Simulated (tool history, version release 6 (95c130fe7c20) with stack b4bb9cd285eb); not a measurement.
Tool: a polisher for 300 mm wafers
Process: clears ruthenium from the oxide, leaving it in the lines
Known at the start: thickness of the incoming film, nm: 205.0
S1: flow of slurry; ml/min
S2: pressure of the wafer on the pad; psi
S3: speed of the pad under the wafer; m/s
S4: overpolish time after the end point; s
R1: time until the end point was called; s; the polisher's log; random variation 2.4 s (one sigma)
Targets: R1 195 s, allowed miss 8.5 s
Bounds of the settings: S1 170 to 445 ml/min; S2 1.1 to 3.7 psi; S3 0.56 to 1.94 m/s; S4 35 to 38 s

run  hour   S1   S2    S3  S4      R1
  1     0  285  2.4  1.24  35  116.97
  2   7.8  245  2.4  1.24  35  116.82
  3  12.8  245  2.4  1.42  35  103.99
  4  19.9  300  2.4  1.42  35  103.38
  5  23.3  235  2.4  1.42  35  102.57
  6  26.1  235    2  1.36  35  127.44
  7  29.3  235  1.7  1.32  35  147.37
  8  34.6  235  1.5   1.3  35  168.32
  9  35.3  235  1.4   1.3  35  170.39
 10    44  235  1.3   1.3  35  182.92

5 next moves are on the table. One of them brings every result within its allowed miss. Which?
  A  52.7  210  1.1   1.4  36   ?
  B  52.7  335  1.4  1.28  35   ?
  C  52.7  215  1.4   1.3  38   ?
  D  52.7  170  1.2  1.16  35   ?
  E  52.7  185  1.6  1.32  38   ?

move      R1
   A   193.3
   B  172.45
   C  175.63
   D  222.92
   E  159.06
A: meets every target
B: further off than the last run
C: further off than the last run
D: takes the result that was furthest off past its target
E: further off than the last run
Move A is the one to make.
